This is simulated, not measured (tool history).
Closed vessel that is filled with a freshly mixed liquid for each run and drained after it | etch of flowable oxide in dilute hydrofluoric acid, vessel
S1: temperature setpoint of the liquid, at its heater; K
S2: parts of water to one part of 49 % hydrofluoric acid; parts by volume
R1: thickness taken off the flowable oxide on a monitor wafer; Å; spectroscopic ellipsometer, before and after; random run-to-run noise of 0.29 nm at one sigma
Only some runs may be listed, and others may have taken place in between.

run 1 hour=0.0 | S1=298.15 S2=100 time_in_the_liquid_(s)=100 | R1=361.60
run 2 hour=4.6 | S1=298.15 S2=100 time_in_the_liquid_(s)=105 | R1=381.16
run 3 hour=13.2 | S1=296.65 S2=100 time_in_the_liquid_(s)=105 | R1=360.47
run 4 hour=19.9 | S1=300.15 S2=100 time_in_the_liquid_(s)=105 | R1=413.84
run 5 hour=27.6 | S1=298.15 S2=100 time_in_the_liquid_(s)=105 | R1=388.48
run 6 hour=30.8 | S1=298.15 S2=100 time_in_the_liquid_(s)=105 | R1=382.35
run 7 hour=35.3 | S1=296.65 S2=100 time_in_the_liquid_(s)=105 | R1=360.81
run 8 hour=42.1 | S1=295.65 S2=100 time_in_the_liquid_(s)=105 | R1=345.90
run 9 hour=48.2 | S1=294.65 S2=100 time_in_the_liquid_(s)=105 | R1=337.25

Predict the results of run 10:
run 10 hour=57.0 | S1=293.65 S2=100 time_in_the_liquid_(s)=105 | R1=?

Logged for run 10: R1 319.94 Å.

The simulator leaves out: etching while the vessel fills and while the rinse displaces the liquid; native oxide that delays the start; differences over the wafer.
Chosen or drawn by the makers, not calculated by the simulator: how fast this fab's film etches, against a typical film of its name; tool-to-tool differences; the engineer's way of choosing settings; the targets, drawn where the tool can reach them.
